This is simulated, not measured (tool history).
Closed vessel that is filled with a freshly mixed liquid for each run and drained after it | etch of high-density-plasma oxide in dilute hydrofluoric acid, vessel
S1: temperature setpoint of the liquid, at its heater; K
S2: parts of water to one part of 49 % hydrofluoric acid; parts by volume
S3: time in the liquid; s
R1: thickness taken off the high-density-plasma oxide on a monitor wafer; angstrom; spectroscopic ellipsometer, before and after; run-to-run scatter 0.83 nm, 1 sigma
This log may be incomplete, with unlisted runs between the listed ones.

run,hour,S1,S2,S3,R1
1,0.0,295.15,45,520,846.86
2,8.5,292.65,45,520,755.88
3,10.7,292.65,60,520,556.33
4,16.9,295.65,55,520,703.00
5,19.9,297.65,50,520,834.52
6,26.2,296.15,50,520,781.99
7,33.7,298.15,45,520,961.33

For run 8, what comes out?
8,41.0,299.65,45,520,?

Run 8 gave R1 1009.40 angstrom.
